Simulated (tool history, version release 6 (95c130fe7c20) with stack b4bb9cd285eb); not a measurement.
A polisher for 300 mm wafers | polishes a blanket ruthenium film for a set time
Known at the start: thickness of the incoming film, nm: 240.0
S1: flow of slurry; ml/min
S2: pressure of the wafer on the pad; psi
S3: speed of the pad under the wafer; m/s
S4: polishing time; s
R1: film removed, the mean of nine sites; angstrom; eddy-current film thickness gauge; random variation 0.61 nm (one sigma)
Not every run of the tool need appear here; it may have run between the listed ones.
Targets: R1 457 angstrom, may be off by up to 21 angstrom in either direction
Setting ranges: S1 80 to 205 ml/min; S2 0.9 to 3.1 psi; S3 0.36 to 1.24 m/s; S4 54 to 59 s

{"run": 1, "hour": 0.0, "S1": 135, "S2": 2, "S3": 0.8, "S4": 59, "R1": 626.76}
{"run": 2, "hour": 1.4, "S1": 135, "S2": 2.4, "S3": 0.8, "S4": 59, "R1": 755.76}
{"run": 3, "hour": 6.8, "S1": 135, "S2": 2.4, "S3": 0.8, "S4": 54, "R1": 693.03}
{"run": 4, "hour": 8.6, "S1": 135, "S2": 2.9, "S3": 0.8, "S4": 54, "R1": 832.33}
{"run": 5, "hour": 10.5, "S1": 135, "S2": 2.5, "S3": 0.78, "S4": 54, "R1": 693.33}
{"run": 6, "hour": 11.5, "S1": 135, "S2": 2.5, "S3": 0.78, "S4": 54, "R1": 685.06}
{"run": 7, "hour": 15.4, "S1": 135, "S2": 2.2, "S3": 0.78, "S4": 54, "R1": 611.95}
{"hour": 17.0, "done": "head pressure recalibrated"}
{"run": 8, "hour": 17.0, "S1": 135, "S2": 2, "S3": 0.78, "S4": 54, "R1": 514.08}

Which single option among these 4 for the next run brings every result within its allowed miss of target? Just one does.
{"run": "A", "hour": 18.6, "S1": 125, "S2": 2, "S3": 0.78, "S4": 57, "R1": "?"}
{"run": "B", "hour": 18.6, "S1": 175, "S2": 2.2, "S3": 0.6, "S4": 59, "R1": "?"}
{"run": "C", "hour": 18.6, "S1": 165, "S2": 1.5, "S3": 0.82, "S4": 58, "R1": "?"}
{"run": "D", "hour": 18.6, "S1": 120, "S2": 2, "S3": 0.8, "S4": 54, "R1": "?"}

move=A R1=539.22
move=B R1=506.84
move=C R1=461.37
move=D R1=518.54
A: further off than the last run
B: nearer than the last run, and not there yet
C: all results land within tolerance of their targets
D: further off than the last run
So the answer is move C, the one that meets all the targets.

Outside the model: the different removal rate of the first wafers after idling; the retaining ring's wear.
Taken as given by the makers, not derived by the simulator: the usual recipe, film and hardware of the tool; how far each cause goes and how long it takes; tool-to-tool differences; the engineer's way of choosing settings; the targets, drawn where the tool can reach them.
